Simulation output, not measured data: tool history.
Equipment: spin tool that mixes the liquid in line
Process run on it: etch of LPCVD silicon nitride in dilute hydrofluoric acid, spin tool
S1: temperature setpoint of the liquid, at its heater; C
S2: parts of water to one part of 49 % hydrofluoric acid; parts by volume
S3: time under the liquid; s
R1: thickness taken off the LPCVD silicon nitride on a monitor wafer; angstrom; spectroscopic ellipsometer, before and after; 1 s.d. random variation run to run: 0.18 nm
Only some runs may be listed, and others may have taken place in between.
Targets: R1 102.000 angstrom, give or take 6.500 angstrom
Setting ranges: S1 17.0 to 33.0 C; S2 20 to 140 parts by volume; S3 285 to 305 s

run 1 hour=0.0 | S1=25.0 S2=75 S3=285 | R1=21.944
run 2 hour=7.3 | S1=25.0 S2=75 S3=305 | R1=23.398
run 3 hour=11.5 | S1=25.0 S2=90 S3=305 | R1=20.221
run 4 hour=14.0 | S1=25.0 S2=90 S3=305 | R1=19.597
run 5 hour=22.6 | S1=27.0 S2=75 S3=305 | R1=27.268
run 6 hour=24.6 | S1=28.5 S2=60 S3=305 | R1=37.115
run 7 hour=33.2 | S1=29.5 S2=50 S3=305 | R1=48.393
run 8 hour=39.4 | S1=33.0 S2=20 S3=305 | R1=150.240

Of the 5 settings listed for the next run, only one would bring every result within its allowed miss of target. Which one?
run A hour=45.6 | S1=32.5 S2=35 S3=295 | R1=?
run B hour=45.6 | S1=32.0 S2=30 S3=285 | R1=?
run C hour=45.6 | S1=32.5 S2=30 S3=285 | R1=?
run D hour=45.6 | S1=33.0 S2=25 S3=305 | R1=?
run E hour=45.6 | S1=28.5 S2=20 S3=285 | R1=?

move=A R1=82.381
move=B R1=89.637
move=C R1=92.564
move=D R1=122.160
move=E R1=105.490
A: the result that was furthest off in the last run now lies on the other side of its target
B: the result that was furthest off in the last run now lies on the other side of its target
C: the result that was furthest off in the last run now lies on the other side of its target
D: better than the last run, though not everything is in spec
E: every result within its allowed miss
The move that meets every target is E.
